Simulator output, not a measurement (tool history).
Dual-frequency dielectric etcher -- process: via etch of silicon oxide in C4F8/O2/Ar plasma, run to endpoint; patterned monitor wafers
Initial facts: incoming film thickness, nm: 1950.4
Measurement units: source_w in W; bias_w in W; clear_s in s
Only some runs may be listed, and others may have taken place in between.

{"run": 1, "hour": 0.0, "source_w": 1480, "bias_w": 1863, "clear_s": 383.71}
{"run": 2, "hour": 7.2, "source_w": 1350, "bias_w": 1863, "clear_s": 397.88}
{"run": 3, "hour": 14.7, "source_w": 1610, "bias_w": 1863, "clear_s": 368.83}
{"run": 4, "hour": 16.1, "source_w": 1510, "bias_w": 1863, "clear_s": 381.8}
{"run": 5, "hour": 22.3, "source_w": 1510, "bias_w": 1544, "clear_s": 398.35}
{"run": 6, "hour": 23.0, "source_w": 1510, "bias_w": 1389, "clear_s": 407.01}
{"run": 7, "hour": 24.3, "source_w": 1620, "bias_w": 1413, "clear_s": 391.38}

Predict the results of run 8:
{"run": 8, "hour": 25.6, "source_w": 1700, "bias_w": 1428, "clear_s": "?"}

Run 8 produced clear_s 385.72 s.
